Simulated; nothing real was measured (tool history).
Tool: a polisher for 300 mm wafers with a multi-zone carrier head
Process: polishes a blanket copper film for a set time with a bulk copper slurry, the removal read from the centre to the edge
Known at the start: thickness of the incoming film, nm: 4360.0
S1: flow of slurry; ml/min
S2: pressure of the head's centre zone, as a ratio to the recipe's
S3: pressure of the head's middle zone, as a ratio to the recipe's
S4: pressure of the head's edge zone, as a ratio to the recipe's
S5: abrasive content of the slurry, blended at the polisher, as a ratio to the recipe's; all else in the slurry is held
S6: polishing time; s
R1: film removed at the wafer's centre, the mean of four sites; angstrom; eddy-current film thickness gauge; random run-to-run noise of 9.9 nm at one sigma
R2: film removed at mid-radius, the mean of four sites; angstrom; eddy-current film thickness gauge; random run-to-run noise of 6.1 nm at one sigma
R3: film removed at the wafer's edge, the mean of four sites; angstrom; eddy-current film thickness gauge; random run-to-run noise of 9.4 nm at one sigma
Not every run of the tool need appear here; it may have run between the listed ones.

run	hour	S1	S2	S3	S4	S5	S6	R1	R2	R3
1	0	180	1	1	1	1	65	8642.9	8500.8	8490.6
2	1.3	180	1	1	1	1	81	10541	10382	10760
3	9.2	170	1.01	0.95	0.99	0.85	75	9528.2	9010.8	9559.4
4	12.9	170	0.94	0.95	0.99	0.85	75	8844.1	8970	9381.2
5	18.5	165	0.97	0.91	0.99	0.8	70	8509	7949.7	8448.7
6	25.9	165	0.97	0.97	0.99	0.8	70	8342	8253.6	8516.9

Run 7 is up next; what results do you expect?
7	30	155	0.98	0.92	1	0.7	68	?	?	?

R1: 7828.5 angstrom
R2: 7483.5 angstrom
R3: 8086 angstrom

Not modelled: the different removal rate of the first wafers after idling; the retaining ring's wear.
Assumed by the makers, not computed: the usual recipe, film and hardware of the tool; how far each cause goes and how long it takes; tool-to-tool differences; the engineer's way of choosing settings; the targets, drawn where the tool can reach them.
